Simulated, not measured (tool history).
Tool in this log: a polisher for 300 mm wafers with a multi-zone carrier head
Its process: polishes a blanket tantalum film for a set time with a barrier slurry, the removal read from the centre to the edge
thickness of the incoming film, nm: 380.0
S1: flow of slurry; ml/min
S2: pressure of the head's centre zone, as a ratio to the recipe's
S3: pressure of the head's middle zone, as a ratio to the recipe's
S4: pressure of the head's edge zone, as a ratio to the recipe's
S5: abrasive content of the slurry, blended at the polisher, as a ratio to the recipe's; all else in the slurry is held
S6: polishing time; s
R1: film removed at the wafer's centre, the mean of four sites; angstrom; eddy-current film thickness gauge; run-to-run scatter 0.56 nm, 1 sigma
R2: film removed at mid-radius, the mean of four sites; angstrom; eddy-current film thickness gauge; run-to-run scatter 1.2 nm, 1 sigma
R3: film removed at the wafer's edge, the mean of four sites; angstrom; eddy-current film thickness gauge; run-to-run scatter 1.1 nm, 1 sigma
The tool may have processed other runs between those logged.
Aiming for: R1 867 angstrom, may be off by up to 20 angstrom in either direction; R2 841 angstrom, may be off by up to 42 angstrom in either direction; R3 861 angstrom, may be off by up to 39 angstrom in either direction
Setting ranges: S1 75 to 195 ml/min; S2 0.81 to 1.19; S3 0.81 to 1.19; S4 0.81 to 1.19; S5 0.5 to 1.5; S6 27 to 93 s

run 1 day=0 | S1=125 S2=1 S3=1 S4=1 S5=1 S6=59 | R1=670.6 R2=670.65 R3=693.2
run 2 day=0.125 | S1=130 S2=1.01 S3=1.01 S4=1.02 S5=1.05 S6=59 | R1=697.17 R2=702.62 R3=729.54
run 3 day=0.425 | S1=130 S2=1.01 S3=1.01 S4=1.02 S5=1.05 S6=47 | R1=558.4 R2=560.74 R3=563.49
run 4 day=0.792 | S1=130 S2=1.01 S3=1.01 S4=1.07 S5=1.05 S6=47 | R1=550.4 R2=557.25 R3=573.27
run 5 day=0.996 | S1=130 S2=1.01 S3=1.01 S4=1.07 S5=1.05 S6=33 | R1=389.71 R2=397.07 R3=405.78
run 6 day=1.292 | S1=130 S2=1.01 S3=0.97 S4=1.07 S5=1.05 S6=33 | R1=391.96 R2=376.37 R3=409.24
run 7 day=1.567 | S1=165 S2=1.09 S3=1.06 S4=1.17 S5=1.3 S6=50 | R1=729.8 R2=705.22 R3=716.09
run 8 day=1.762 | S1=165 S2=1.09 S3=1.06 S4=1.17 S5=1.35 S6=51 | R1=740.22 R2=729.35 R3=744.48
run 9 day=1.804 | S1=165 S2=1.09 S3=1.06 S4=1.17 S5=1.35 S6=51 | R1=748.69 R2=716.78 R3=732.47
run 10 day=1.962 | S1=165 S2=1.09 S3=1.06 S4=1.17 S5=1.35 S6=52 | R1=758.15 R2=725.33 R3=736.29

Exercise: of the 4 proposed moves below, exactly one satisfies all targets within the stated allowed misses. Which move is it?
run A day=2.121 | S1=145 S2=0.88 S3=1.18 S4=1.19 S5=1.4 S6=57 | R1=? R2=? R3=?
run B day=2.121 | S1=190 S2=1.06 S3=1.04 S4=1.16 S5=1.3 S6=60 | R1=? R2=? R3=?
run C day=2.121 | S1=155 S2=0.84 S3=1.07 S4=1.19 S5=1.3 S6=64 | R1=? R2=? R3=?
run D day=2.121 | S1=175 S2=1.12 S3=0.93 S4=1.17 S5=1.4 S6=54 | R1=? R2=? R3=?

move=A R1=669.48 R2=861.07 R3=810.61
move=B R1=880 R2=837.54 R3=860.38
move=C R1=713.45 R2=883.96 R3=902.41
move=D R1=840.49 R2=690.61 R3=785.72
A: moves away from the targets compared with the last run
B: all results in spec
C: moves away from the targets compared with the last run
D: moves toward the targets from the last run without getting all of them in spec
The right move is B.
